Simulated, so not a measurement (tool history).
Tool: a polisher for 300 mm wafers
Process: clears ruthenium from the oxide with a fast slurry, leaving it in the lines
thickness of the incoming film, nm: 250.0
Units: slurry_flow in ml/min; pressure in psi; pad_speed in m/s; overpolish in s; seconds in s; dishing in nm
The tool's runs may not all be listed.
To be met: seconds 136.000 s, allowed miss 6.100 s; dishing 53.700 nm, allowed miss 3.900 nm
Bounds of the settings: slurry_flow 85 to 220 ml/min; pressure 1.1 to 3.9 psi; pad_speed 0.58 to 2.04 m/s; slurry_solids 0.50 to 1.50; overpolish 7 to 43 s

run  hour  slurry_flow  pressure  pad_speed  slurry_solids  overpolish  seconds  dishing
  1   0.0          140       2.5       1.30           1.00          22   58.658   68.883
  2   5.3          140       1.9       1.30           1.00          22   74.186   55.308
  3   8.0          140       1.6       1.30           1.00          22   87.918   51.366
  4  14.4          140       1.6       1.30           0.90          22   91.676   47.909
     17.7  -- slurry nozzle cleaned
  5  17.7          120       1.6       1.30           0.90          22   89.626   51.280
  6  20.5          120       1.3       1.30           0.90          22  106.220   41.626
  7  22.0          120       1.3       1.26           0.90          25  108.900   45.091
  8  31.0          120       1.3       1.24           0.90          28  112.840   49.022
  9  31.6          120       1.3       1.22           0.90          30  113.190   53.208
 10  33.1          120       1.3       1.20           0.90          31  116.590   53.249
 11  36.1          120       1.3       1.18           0.90          32  118.300   51.925
 12  38.7          120       1.3       1.18           0.90          33  117.200   54.473
 13  43.1          110       1.1       1.08           0.90          36  149.350   49.085

4 next moves are on the table. One of them brings every result within its allowed miss. Which?
  A  47.5          130       1.4       0.96           0.95          42        ?        ?
  B  47.5          105       1.3       1.06           0.85          32        ?        ?
  C  47.5           90       1.4       1.32           0.75          32        ?        ?
  D  47.5           85       1.4       0.90           0.95          37        ?        ?

move  seconds  dishing
   A  123.260   64.229
   B  135.740   47.535
   C  119.660   52.828
   D  138.770   52.696
A: takes the result that was furthest off past its target
B: brings the result that was furthest off to its target, and leaves another outside
C: takes the result that was furthest off past its target
D: meets every target
The right move is D.
